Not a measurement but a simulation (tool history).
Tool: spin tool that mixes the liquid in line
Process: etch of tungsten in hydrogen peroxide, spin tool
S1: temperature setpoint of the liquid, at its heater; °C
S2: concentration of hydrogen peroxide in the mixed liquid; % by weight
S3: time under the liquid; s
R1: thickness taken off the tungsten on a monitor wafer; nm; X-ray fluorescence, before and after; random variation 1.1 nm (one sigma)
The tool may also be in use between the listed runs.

run 1 day=0 | S1=50 S2=18.5 S3=50 | R1=71.127
run 2 day=0.279 | S1=51 S2=18.5 S3=50 | R1=76.361
run 3 day=0.412 | S1=52 S2=18.5 S3=50 | R1=80.965
run 4 day=0.483 | S1=52 S2=18.5 S3=55 | R1=88.533
run 5 day=0.667 | S1=52 S2=21 S3=55 | R1=95.291
run 6 day=0.8 | S1=52 S2=24 S3=55 | R1=99.61

The next listed run, before its measurement:
run 7 day=0.942 | S1=52.5 S2=24 S3=55 | R1=?

R1: 103.67 nm
